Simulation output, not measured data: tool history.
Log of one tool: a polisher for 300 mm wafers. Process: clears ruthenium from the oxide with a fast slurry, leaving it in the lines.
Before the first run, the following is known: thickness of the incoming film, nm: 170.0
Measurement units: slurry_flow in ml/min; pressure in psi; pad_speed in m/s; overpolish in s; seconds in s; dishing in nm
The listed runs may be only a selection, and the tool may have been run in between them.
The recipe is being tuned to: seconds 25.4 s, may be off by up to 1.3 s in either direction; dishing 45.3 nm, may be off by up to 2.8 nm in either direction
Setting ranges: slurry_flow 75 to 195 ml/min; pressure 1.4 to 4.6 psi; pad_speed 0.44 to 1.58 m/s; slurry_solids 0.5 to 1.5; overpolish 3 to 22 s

run 1 hour=0 | slurry_flow=125 pressure=3 pad_speed=1 slurry_solids=1 overpolish=11 | seconds=34.565 dishing=46.753
run 2 hour=6.4 | slurry_flow=130 pressure=3.3 pad_speed=1 slurry_solids=1 overpolish=10 | seconds=31.984 dishing=44.184
run 3 hour=10.1 | slurry_flow=130 pressure=3.3 pad_speed=0.82 slurry_solids=1 overpolish=10 | seconds=38.008 dishing=39.378
run 4 hour=11.7 | slurry_flow=130 pressure=3.3 pad_speed=1.02 slurry_solids=1 overpolish=10 | seconds=31.414 dishing=46.561
run 5 hour=13.8 | slurry_flow=130 pressure=2.9 pad_speed=1.02 slurry_solids=1 overpolish=10 | seconds=34.212 dishing=41.73
run 6 hour=15.7 | slurry_flow=130 pressure=2.9 pad_speed=1.02 slurry_solids=1 overpolish=14 | seconds=35.265 dishing=55.451
run 7 hour=16.6 | slurry_flow=135 pressure=3.2 pad_speed=1.04 slurry_solids=1 overpolish=12 | seconds=31.11 dishing=54.8
run 8 hour=24.9 | slurry_flow=145 pressure=3.3 pad_speed=1.06 slurry_solids=1 overpolish=10 | seconds=29.958 dishing=48.26
run 9 hour=27.7 | slurry_flow=145 pressure=3.9 pad_speed=1.08 slurry_solids=1 overpolish=7 | seconds=26.003 dishing=39.938

Which one of the following 5 next-run settings gets every result inside its allowed miss? There is exactly one.
run A hour=30.5 | slurry_flow=150 pressure=3.7 pad_speed=1.12 slurry_solids=1.05 overpolish=8 | seconds=? dishing=?
run B hour=30.5 | slurry_flow=115 pressure=4.3 pad_speed=1.02 slurry_solids=0.75 overpolish=9 | seconds=? dishing=?
run C hour=30.5 | slurry_flow=150 pressure=3.8 pad_speed=1.04 slurry_solids=0.8 overpolish=9 | seconds=? dishing=?
run D hour=30.5 | slurry_flow=130 pressure=3.9 pad_speed=1.02 slurry_solids=0.9 overpolish=10 | seconds=? dishing=?
run E hour=30.5 | slurry_flow=150 pressure=3.8 pad_speed=1.08 slurry_solids=1.05 overpolish=10 | seconds=? dishing=?

move=A seconds=25.26 dishing=45.374
move=B seconds=28.563 dishing=45.176
move=C seconds=29.3 dishing=44.201
move=D seconds=28.505 dishing=49.478
move=E seconds=25.61 dishing=54.082
A: in spec on every target
B: gets the furthest-off result to its target, but another result is out of tolerance
C: gets the furthest-off result to its target, but another result is out of tolerance
D: moves the result that the last run missed by most past its target, out the other side
E: moves the result that the last run missed by most past its target, out the other side
A meets every target.

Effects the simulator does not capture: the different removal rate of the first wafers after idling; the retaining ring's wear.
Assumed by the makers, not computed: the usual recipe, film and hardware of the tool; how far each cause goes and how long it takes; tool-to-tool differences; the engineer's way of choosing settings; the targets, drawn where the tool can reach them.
